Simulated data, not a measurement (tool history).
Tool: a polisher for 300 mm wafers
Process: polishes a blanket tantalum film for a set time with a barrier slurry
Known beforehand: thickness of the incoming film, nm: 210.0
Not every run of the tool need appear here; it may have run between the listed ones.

| run | day | flow of slurry (ml/min) | pressure of the wafer on the pad (kPa) | speed of the pad under the wafer (cm/s) | abrasive content of the slurry | polishing time (s) | film removed (angstrom) |
|---|---|---|---|---|---|---|---|
| 1 | 0 | 250 | 11 | 108 | 1 | 76 | 1207.8 |
| 2 | 0.371 | 250 | 11 | 108 | 1 | 76 | 1217.4 |
| 3 | 0.717 | 250 | 12.4 | 108 | 1 | 76 | 1351.4 |
| 4 | 1.05 | 250 | 12.4 | 80 | 1 | 76 | 1012.8 |
| 5 | 1.358 | 250 | 12.4 | 80 | 1 | 80 | 1071.5 |
| 6 | 1.725 | 250 | 13.8 | 82 | 1 | 80 | 1199.9 |

What will run 7 give?
| 7 | 1.825 | 250 | 15.2 | 86 | 1 | 80 | ? |

Run 7 came out at film removed (angstrom) 1417.2.
